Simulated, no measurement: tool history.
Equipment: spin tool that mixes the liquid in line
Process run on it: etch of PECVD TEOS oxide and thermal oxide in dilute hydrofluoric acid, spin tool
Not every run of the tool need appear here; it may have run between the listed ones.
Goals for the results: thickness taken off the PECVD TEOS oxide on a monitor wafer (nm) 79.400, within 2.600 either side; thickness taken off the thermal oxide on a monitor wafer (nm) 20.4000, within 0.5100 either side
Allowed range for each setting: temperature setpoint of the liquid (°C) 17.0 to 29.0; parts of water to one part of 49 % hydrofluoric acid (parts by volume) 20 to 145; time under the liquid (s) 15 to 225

run	hour	temperature setpoint of the liquid (°C)	parts of water to one part of 49 % hydrofluoric acid (parts by volume)	time under the liquid (s)	thickness taken off the PECVD TEOS oxide on a monitor wafer (nm)	thickness taken off the thermal oxide on a monitor wafer (nm)
1	0.0	21.0	80	115	27.195	7.0479
2	5.4	23.5	65	115	37.665	9.6939
3	10.3	25.0	55	115	48.317	12.3960
4	18.3	26.0	50	115	55.897	14.2620
5	22.5	22.5	50	115	48.405	12.3090
6	27.7	24.5	45	115	59.251	15.1050
7	35.3	26.0	45	115	62.441	16.0130
8	36.7	27.0	45	115	64.719	16.5450
9	38.0	29.0	35	115	91.577	23.6990
10	47.0	28.5	35	115	89.490	23.0120
11	51.1	28.0	35	115	88.030	22.7890
12	57.6	27.5	35	115	85.528	22.1830
13	58.8	27.0	35	115	85.150	21.6560
14	60.0	26.5	35	115	82.489	21.1790

4 candidate next runs follow, results not yet known. Just one meets every target within its allowed miss. Identify it.
A	61.2	28.5	55	155	?	?
B	61.2	29.0	40	105	?	?
C	61.2	29.0	30	80	?	?
D	61.2	22.5	40	150	?	?

move	thickness taken off the PECVD TEOS oxide on a monitor wafer (nm)	thickness taken off the thermal oxide on a monitor wafer (nm)
A	74.911	19.2290
B	72.654	18.6500
C	74.827	19.2080
D	79.470	20.4000
A: takes the result that was furthest off past its target
B: takes the result that was furthest off past its target
C: takes the result that was furthest off past its target
D: all results land within tolerance of their targets
Correct choice: D, which meets every target
